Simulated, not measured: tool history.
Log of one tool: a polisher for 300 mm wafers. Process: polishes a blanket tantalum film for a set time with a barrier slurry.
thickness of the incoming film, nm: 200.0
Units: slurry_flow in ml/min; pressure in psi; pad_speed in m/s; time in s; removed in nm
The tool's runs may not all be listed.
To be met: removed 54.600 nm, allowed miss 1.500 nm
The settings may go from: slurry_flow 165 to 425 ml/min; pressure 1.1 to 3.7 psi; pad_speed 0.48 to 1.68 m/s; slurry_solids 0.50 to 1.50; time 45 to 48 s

run	hour	slurry_flow	pressure	pad_speed	slurry_solids	time	removed
1	0.0	275	2.4	1.08	1.00	45	100.100
2	5.0	275	2.2	1.08	1.00	45	93.553
3	13.0	275	2.2	1.08	1.00	48	98.227
4	14.9	275	2.1	1.06	1.00	48	92.650
5	20.4	275	2.0	1.04	1.00	48	88.126
6	21.8	235	2.0	1.04	1.00	48	87.227
7	22.7	235	1.9	1.02	1.00	48	80.493
8	27.9	235	1.8	1.02	1.00	48	77.708
9	32.5	235	1.7	1.02	1.00	48	72.289
10	36.5	235	1.6	1.02	1.00	48	69.080
11	42.7	235	1.5	1.02	1.00	48	65.059

5 next moves are on the table. One of them brings every result within its allowed miss. Which?
A	48.9	225	1.5	0.92	1.00	47	?
B	48.9	235	1.9	0.60	1.00	48	?
C	48.9	225	1.7	0.80	0.75	45	?
D	48.9	165	1.8	0.62	1.40	45	?
E	48.9	205	1.4	0.98	1.25	48	?

move	removed
A	58.131
B	54.816
C	52.219
D	51.545
E	60.890
A: nearer than the last run, and not there yet
B: meets every target
C: takes the result that was furthest off past its target
D: takes the result that was furthest off past its target
E: nearer than the last run, and not there yet
The right move is B.

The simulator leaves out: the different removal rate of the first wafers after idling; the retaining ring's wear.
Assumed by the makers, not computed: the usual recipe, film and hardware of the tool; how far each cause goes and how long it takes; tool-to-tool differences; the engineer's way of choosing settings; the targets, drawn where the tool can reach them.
